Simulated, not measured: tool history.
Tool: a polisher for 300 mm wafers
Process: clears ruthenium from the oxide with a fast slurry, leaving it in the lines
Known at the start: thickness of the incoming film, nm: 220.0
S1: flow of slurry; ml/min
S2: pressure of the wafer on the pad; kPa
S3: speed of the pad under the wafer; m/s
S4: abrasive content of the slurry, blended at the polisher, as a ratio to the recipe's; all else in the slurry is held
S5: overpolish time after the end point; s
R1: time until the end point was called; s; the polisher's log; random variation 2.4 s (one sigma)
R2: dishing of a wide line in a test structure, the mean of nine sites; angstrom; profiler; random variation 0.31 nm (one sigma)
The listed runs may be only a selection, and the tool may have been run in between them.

run  hour   S1    S2    S3   S4  S5       R1      R2
  1   0.0  265  15.9  0.88  1.0  18   85.301  246.88
  2   6.0  335  15.9  0.88  1.0  18   86.006  255.36
  3   7.0  335  13.1  0.82  1.0  20  107.500  228.57
  4   7.9  335  11.7  0.76  1.0  22  126.450  221.78
     14.7  -- worn pad replaced by a new one
  5  14.7  335   9.7  0.76  1.0  22  134.330  209.67
  6  23.4  335   9.7  0.76  1.0  18  129.590  178.05

Run 7 has not been measured yet. What should we expect?
  7  31.3  335  9.7  0.76  1.0  18   ?   ?

R1: 134.540 s
R2: 174.69 angstrom
